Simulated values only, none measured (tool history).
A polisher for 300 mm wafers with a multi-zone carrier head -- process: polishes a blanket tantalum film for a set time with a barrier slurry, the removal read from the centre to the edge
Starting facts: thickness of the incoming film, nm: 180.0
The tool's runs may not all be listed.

| run | hour | flow of slurry (ml/min) | pressure of the head's centre zone | pressure of the head's middle zone | pressure of the head's edge zone | abrasive content of the slurry | polishing time (s) | film removed at the wafer's centre (Å) | film removed at mid-radius (Å) | film removed at the wafer's edge (Å) |
|---|---|---|---|---|---|---|---|---|---|---|
| 1 | 0.0 | 245 | 1.00 | 1.00 | 1.00 | 1.00 | 39 | 548.51 | 562.28 | 542.40 |
| 2 | 7.6 | 245 | 1.00 | 1.00 | 1.00 | 1.00 | 46 | 637.69 | 650.80 | 645.23 |
| 3 | 12.1 | 245 | 0.92 | 1.00 | 1.00 | 1.00 | 46 | 600.03 | 669.54 | 654.04 |
| 4 | 17.1 | 235 | 0.95 | 0.95 | 1.00 | 0.85 | 41 | 523.46 | 538.56 | 563.49 |
| 5 | 19.9 | 235 | 0.97 | 0.92 | 0.98 | 0.75 | 37 | 462.89 | 451.38 | 483.93 |
| 6 | 21.4 | 235 | 0.97 | 0.92 | 0.98 | 0.75 | 40 | 505.02 | 497.89 | 517.59 |
| 7 | 22.3 | 230 | 0.98 | 0.89 | 0.97 | 0.70 | 36 | 447.84 | 425.18 | 444.50 |
| 8 | 25.9 | 225 | 0.99 | 0.87 | 0.98 | 0.65 | 34 | 418.85 | 384.98 | 420.67 |
| 9 | 28.1 | 225 | 0.99 | 0.87 | 0.98 | 0.65 | 34 | 415.97 | 377.36 | 417.17 |

For run 10, what comes out?
| 10 | 34.9 | 215 | 0.99 | 0.85 | 0.97 | 0.60 | 33 | ? | ? | ? |

film removed at the wafer's centre (Å): 389.31
film removed at mid-radius (Å): 357.03
film removed at the wafer's edge (Å): 397.49

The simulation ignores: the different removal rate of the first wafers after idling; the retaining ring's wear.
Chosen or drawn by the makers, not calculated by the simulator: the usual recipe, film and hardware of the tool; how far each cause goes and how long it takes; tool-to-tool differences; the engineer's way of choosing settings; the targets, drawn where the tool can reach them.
